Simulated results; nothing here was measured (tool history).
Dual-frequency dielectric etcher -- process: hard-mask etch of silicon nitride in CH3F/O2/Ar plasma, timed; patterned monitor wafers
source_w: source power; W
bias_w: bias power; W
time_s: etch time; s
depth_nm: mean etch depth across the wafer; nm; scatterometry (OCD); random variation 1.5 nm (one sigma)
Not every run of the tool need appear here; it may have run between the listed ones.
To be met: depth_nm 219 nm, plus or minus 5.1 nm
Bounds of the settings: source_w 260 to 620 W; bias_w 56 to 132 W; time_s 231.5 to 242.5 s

run 1 hour=0 | source_w=440 bias_w=94 time_s=231.5 | depth_nm=183.14
run 2 hour=1 | source_w=470 bias_w=97 time_s=232 | depth_nm=186.89
run 3 hour=5.6 | source_w=520 bias_w=97 time_s=232 | depth_nm=198.36
run 4 hour=11.4 | source_w=540 bias_w=98 time_s=232 | depth_nm=201.79
run 5 hour=16.9 | source_w=540 bias_w=98 time_s=231.5 | depth_nm=200.12
run 6 hour=22.4 | source_w=550 bias_w=100 time_s=232 | depth_nm=206.02
run 7 hour=24.7 | source_w=560 bias_w=101 time_s=232 | depth_nm=206.08
run 8 hour=29 | source_w=560 bias_w=101 time_s=232 | depth_nm=206.49
run 9 hour=31.3 | source_w=570 bias_w=102 time_s=232 | depth_nm=210.21
run 10 hour=33 | source_w=580 bias_w=102 time_s=232 | depth_nm=209.92
run 11 hour=34.9 | source_w=590 bias_w=103 time_s=232 | depth_nm=212.78
run 12 hour=38.7 | source_w=590 bias_w=104 time_s=232 | depth_nm=213.21
run 13 hour=43.5 | source_w=590 bias_w=104 time_s=232 | depth_nm=211.02

Next run, 4 choices. One meets every target within its allowed miss, the rest don't. Which?
run A hour=48.3 | source_w=610 bias_w=120 time_s=231.5 | depth_nm=?
run B hour=48.3 | source_w=610 bias_w=109 time_s=232 | depth_nm=?
run C hour=48.3 | source_w=540 bias_w=119 time_s=241 | depth_nm=?
run D hour=48.3 | source_w=620 bias_w=113 time_s=242.5 | depth_nm=?

move=A depth_nm=230.58
move=B depth_nm=221.04
move=C depth_nm=228.88
move=D depth_nm=236.31
A: takes the result that was furthest off past its target
B: every result within its allowed miss
C: takes the result that was furthest off past its target
D: takes the result that was furthest off past its target
Move B is the one to make.
